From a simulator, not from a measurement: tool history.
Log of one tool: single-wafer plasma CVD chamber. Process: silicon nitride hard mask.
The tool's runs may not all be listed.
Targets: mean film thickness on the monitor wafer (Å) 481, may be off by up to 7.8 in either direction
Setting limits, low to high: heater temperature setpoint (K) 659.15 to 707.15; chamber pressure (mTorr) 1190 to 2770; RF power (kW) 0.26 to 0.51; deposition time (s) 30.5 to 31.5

run	hour	heater temperature setpoint (K)	chamber pressure (mTorr)	RF power (kW)	deposition time (s)	mean film thickness on the monitor wafer (Å)
1	0	683.15	1980	0.385	30.5	450.12
2	1.3	683.15	2060	0.385	30.5	456.33
3	10.3	683.15	2060	0.385	30.5	455.28
4	18.7	677.15	2060	0.385	30.5	455.89
5	22	677.15	2120	0.385	30.5	460.92
6	27.4	677.15	2170	0.385	30.5	466.17
7	33.5	677.15	2200	0.385	30.5	468.57
8	40.5	677.15	2230	0.385	30.5	467.56
9	42.9	677.15	2260	0.385	30.5	470.43
10	46.3	677.15	2290	0.385	30.5	472.06

Which single option among these 4 for the next run brings every result within its allowed miss of target? Just one does.
A	49.7	671.15	2400	0.365	30.5	?
B	49.7	673.15	2310	0.355	31.1	?
C	49.7	691.15	2300	0.38	31.3	?
D	49.7	677.15	2340	0.375	30.5	?

move	mean film thickness on the monitor wafer (Å)
A	463.29
B	459.56
C	476.61
D	466.31
A: its largest miss is bigger than the last run's
B: its largest miss is bigger than the last run's
C: in spec on every target
D: its largest miss is bigger than the last run's
C is the move that brings every result within its allowed miss.
